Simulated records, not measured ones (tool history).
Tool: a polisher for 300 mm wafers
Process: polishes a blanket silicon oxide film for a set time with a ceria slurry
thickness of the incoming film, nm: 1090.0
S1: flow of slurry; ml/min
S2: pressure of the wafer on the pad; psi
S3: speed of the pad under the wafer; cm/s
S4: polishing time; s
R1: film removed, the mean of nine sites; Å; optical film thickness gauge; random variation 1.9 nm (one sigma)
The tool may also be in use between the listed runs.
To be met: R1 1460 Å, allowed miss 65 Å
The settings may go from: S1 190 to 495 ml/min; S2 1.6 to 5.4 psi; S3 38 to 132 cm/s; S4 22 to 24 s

Run 1, hour 0: S1 320 ml/min, S2 3.5 psi, S3 84 cm/s, S4 24 s. Result: R1 1035.9 Å.
Run 2, hour 3.8: S1 320 ml/min, S2 3.5 psi, S3 84 cm/s, S4 22 s. Result: R1 979.22 Å.
Run 3, hour 5.7: S1 320 ml/min, S2 3.6 psi, S3 84 cm/s, S4 22 s. Result: R1 1021.5 Å.
Run 4, hour 6.8: S1 320 ml/min, S2 3.2 psi, S3 84 cm/s, S4 22 s. Result: R1 888.22 Å.
Run 5, hour 8.8: S1 320 ml/min, S2 2.8 psi, S3 84 cm/s, S4 22 s. Result: R1 797.48 Å.
Run 6, hour 16.3: S1 270 ml/min, S2 2.8 psi, S3 84 cm/s, S4 22 s. Result: R1 799.11 Å.
Run 7, hour 17.1: S1 270 ml/min, S2 3 psi, S3 84 cm/s, S4 22 s. Result: R1 832.19 Å.
Run 8, hour 22.6: S1 270 ml/min, S2 3.2 psi, S3 84 cm/s, S4 22 s. Result: R1 892.4 Å.
Run 9, hour 26.1: S1 270 ml/min, S2 3.4 psi, S3 84 cm/s, S4 22 s. Result: R1 940.33 Å.
Run 10, hour 29.4: S1 270 ml/min, S2 3.5 psi, S3 84 cm/s, S4 22 s. Result: R1 978.49 Å.
Run 11, hour 35.6: S1 270 ml/min, S2 3.6 psi, S3 84 cm/s, S4 22 s. Result: R1 983.47 Å.
Run 12, hour 40.6: S1 270 ml/min, S2 3.7 psi, S3 84 cm/s, S4 22 s. Result: R1 1001.1 Å.
Run 13, hour 43.7: S1 270 ml/min, S2 3.7 psi, S3 84 cm/s, S4 22 s. Result: R1 1017.1 Å.
Run 14, hour 48.1: S1 270 ml/min, S2 4.7 psi, S3 86 cm/s, S4 22 s. Result: R1 1303.4 Å.

Which of these 5 next moves meets every target?
Run A, hour 52.5: S1 275 ml/min, S2 4.4 psi, S3 88 cm/s, S4 22 s. Result: R1 ?.
Run B, hour 52.5: S1 190 ml/min, S2 5.4 psi, S3 78 cm/s, S4 24 s. Result: R1 ?.
Run C, hour 52.5: S1 345 ml/min, S2 4.1 psi, S3 80 cm/s, S4 22 s. Result: R1 ?.
Run D, hour 52.5: S1 220 ml/min, S2 4.6 psi, S3 72 cm/s, S4 22 s. Result: R1 ?.
Run E, hour 52.5: S1 300 ml/min, S2 5.1 psi, S3 70 cm/s, S4 24 s. Result: R1 ?.

move      R1
   A  1286.1
   B  1459.7
   C  1116.8
   D  1079.1
   E  1309.6
A: further off than the last run
B: meets every target
C: further off than the last run
D: further off than the last run
E: as far off as the last run
The right move is B.
